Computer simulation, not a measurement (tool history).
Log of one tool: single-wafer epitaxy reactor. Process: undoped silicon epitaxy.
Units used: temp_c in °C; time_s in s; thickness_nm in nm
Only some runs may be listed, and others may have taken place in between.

run  hour  temp_c  time_s  thickness_nm
  1     0     640     455         62.19
  2   1.1     635     455        54.971
  3   6.4     639     456         60.82
  4   7.2     632     456        51.611
  5  12.5     624     456        41.393
  6  16.6     631     457        50.117

Run 7, settings as shown, results not yet in. Your forecast:
  7    21     631     457             ?

{"run 7": {"thickness_nm": 50.013}}
